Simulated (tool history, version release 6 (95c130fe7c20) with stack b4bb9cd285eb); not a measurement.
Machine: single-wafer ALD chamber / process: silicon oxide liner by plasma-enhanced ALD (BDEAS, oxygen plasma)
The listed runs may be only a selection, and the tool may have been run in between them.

| run | hour | heater temperature setpoint (K) | number of ALD cycles (cycles) | mean film thickness on the monitor wafer (Å) |
|---|---|---|---|---|
| 1 | 0 | 588.15 | 28 | 24.934 |
| 2 | 0.6 | 588.15 | 29 | 26.074 |
| 3 | 4.7 | 598.15 | 29 | 25.52 |
| 4 | 13.1 | 602.15 | 29 | 25.627 |
| 5 | 16.9 | 602.15 | 30 | 26.408 |
| 6 | 17.9 | 602.15 | 28 | 24.564 |

Estimate the outcome of run 7 from the log above:
| 7 | 23.2 | 602.15 | 29 | ? |

Run 7 yielded mean film thickness on the monitor wafer (Å) 25.226.
